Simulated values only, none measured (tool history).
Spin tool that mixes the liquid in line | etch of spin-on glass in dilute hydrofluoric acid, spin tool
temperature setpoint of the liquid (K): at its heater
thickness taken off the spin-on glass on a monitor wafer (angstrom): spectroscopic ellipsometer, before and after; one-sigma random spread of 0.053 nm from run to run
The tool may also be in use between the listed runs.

run	hour	temperature setpoint of the liquid (K)	parts of water to one part of 49 % hydrofluoric acid (parts by volume)	time under the liquid (s)	thickness taken off the spin-on glass on a monitor wafer (angstrom)
1	0	293.15	150	20	34.543
2	4.3	295.65	115	20	51.984
3	13.1	295.65	150	20	38.048
4	21.6	297.15	120	20	52.852
5	26.3	297.15	120	15	39.538
6	30.3	297.15	85	15	58.246
7	34.4	298.15	70	15	74.218
8	36.4	299.15	60	15	91.776
9	42.8	299.65	60	15	94.433

What will run 10 give?
10	46.5	300.15	60	15	?

{"run 10": {"thickness taken off the spin-on glass on a monitor wafer (angstrom)": 95.811}}
